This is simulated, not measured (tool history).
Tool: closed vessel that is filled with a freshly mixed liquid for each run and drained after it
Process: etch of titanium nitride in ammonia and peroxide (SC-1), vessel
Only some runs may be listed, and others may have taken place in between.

run    day  temperature setpoint of the liquid (K)  parts of water to one part of 30 % peroxide (parts by volume)  parts of 29 % ammonia solution to one part of 30 % peroxide (parts by volume)  time in the liquid (s)  thickness taken off the titanium nitride on a monitor wafer (angstrom)
  1  0.000                                  330.15                                                            8.0                                                                            0.9                     885                                                                  965.04
  2  0.154                                  330.15                                                            8.0                                                                            0.7                     885                                                                  923.91
  3  0.429                                  328.65                                                            8.0                                                                            0.7                     885                                                                  839.63
  4  0.762                                  333.15                                                            8.0                                                                            0.7                     885                                                                 1142.50
  5  1.092                                  339.65                                                            8.0                                                                            0.7                     885                                                                 1714.10
  6  1.350                                  336.15                                                            8.0                                                                            0.7                     885                                                                 1372.40
     1.562  -- new drum of ammonia solution connected
  7  1.562                                  333.15                                                            8.0                                                                            0.7                     885                                                                 1148.40
  8  1.788                                  330.65                                                            8.0                                                                            0.7                     885                                                                  971.11
  9  2.000                                  322.65                                                            8.0                                                                            0.7                     885                                                                  565.20
 10  2.167                                  322.15                                                            8.0                                                                            0.7                     885                                                                  545.19

Run 11, settings as shown, results not yet in. Your forecast:
 11  2.217                                  321.65                                                            8.0                                                                            0.7                     885                                                                       ?

Logged for run 11: thickness taken off the titanium nitride on a monitor wafer (angstrom) 525.81.
